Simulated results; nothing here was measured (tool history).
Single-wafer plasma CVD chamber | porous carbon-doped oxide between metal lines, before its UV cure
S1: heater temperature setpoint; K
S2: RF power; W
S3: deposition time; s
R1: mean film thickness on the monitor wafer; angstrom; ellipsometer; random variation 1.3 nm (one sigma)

run,hour,S1,S2,S3,R1
1,0,553.15,420,38.8,2316.5
2,7.5,549.15,425,38.8,2417.6
3,11,549.15,380,38.8,2231.5
4,14.9,555.15,380,38.8,2132
5,22.5,551.15,390,38.9,2258.3
6,23.7,551.15,390,38.8,2224.5
7,31.4,547.15,400,38.9,2339
8,32.5,544.15,410,39,2469.5
9,36.2,541.15,415,39,2521.3

Run 10 comes next. What will it give?
10,44.1,539.15,420,39,?

{"run 10": {"R1": 2587.7}}
